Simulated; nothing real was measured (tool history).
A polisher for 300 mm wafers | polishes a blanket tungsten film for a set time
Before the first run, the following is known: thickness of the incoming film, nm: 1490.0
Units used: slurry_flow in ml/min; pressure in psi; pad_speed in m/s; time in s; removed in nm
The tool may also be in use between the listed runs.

run 1 hour=0 | slurry_flow=175 pressure=3.6 pad_speed=1.12 slurry_solids=1 time=47 | removed=272.29
run 2 hour=3.2 | slurry_flow=175 pressure=3.4 pad_speed=1.12 slurry_solids=1 time=47 | removed=253.92
run 3 hour=9.8 | slurry_flow=175 pressure=3.3 pad_speed=1.12 slurry_solids=1 time=47 | removed=249.8
run 4 hour=15.1 | slurry_flow=175 pressure=3.2 pad_speed=1.12 slurry_solids=1 time=47 | removed=239.73
run 5 hour=20 | slurry_flow=175 pressure=3.2 pad_speed=1.12 slurry_solids=1.15 time=47 | removed=249.93
run 6 hour=27.8 | slurry_flow=175 pressure=3.2 pad_speed=1.12 slurry_solids=1 time=47 | removed=238.89

The next listed run, before its measurement:
run 7 hour=35.7 | slurry_flow=175 pressure=3.1 pad_speed=1.12 slurry_solids=1 time=47 | removed=?

For run 7 the tool returned removed 235.68 nm.
